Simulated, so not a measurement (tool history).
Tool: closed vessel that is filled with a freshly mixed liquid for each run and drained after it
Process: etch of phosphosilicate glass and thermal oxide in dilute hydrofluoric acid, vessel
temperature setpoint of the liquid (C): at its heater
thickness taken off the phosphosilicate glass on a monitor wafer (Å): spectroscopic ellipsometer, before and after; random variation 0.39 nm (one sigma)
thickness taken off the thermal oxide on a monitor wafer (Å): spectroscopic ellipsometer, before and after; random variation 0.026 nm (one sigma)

run  hour  temperature setpoint of the liquid (C)  parts of water to one part of 49 % hydrofluoric acid (parts by volume)  time in the liquid (s)  thickness taken off the phosphosilicate glass on a monitor wafer (Å)  thickness taken off the thermal oxide on a monitor wafer (Å)
  1     0                                      20                                                                      65                      60                                                                800.29                                                        38.501
  2   4.1                                    19.5                                                                      70                      60                                                                729.32                                                        34.187
  3  13.3                                    19.5                                                                      55                      60                                                                943.02                                                        44.862
  4    21                                      19                                                                      60                      60                                                                832.63                                                        40.305
  5  24.5                                      19                                                                      50                      60                                                                1023.1                                                        48.627
  6  27.5                                      19                                                                      30                      60                                                                1737.9                                                        82.618
  7  32.3                                    18.5                                                                      40                      60                                                                1259.4                                                        60.719
  8  36.3                                      18                                                                      45                      60                                                                1080.7                                                        51.491

The next listed run, before its measurement:
  9  41.1                                      18                                                                      50                      60                                                                     ?                                                             ?

Run 9 gave thickness taken off the phosphosilicate glass on a monitor wafer (Å) 980.93, thickness taken off the thermal oxide on a monitor wafer (Å) 45.975.
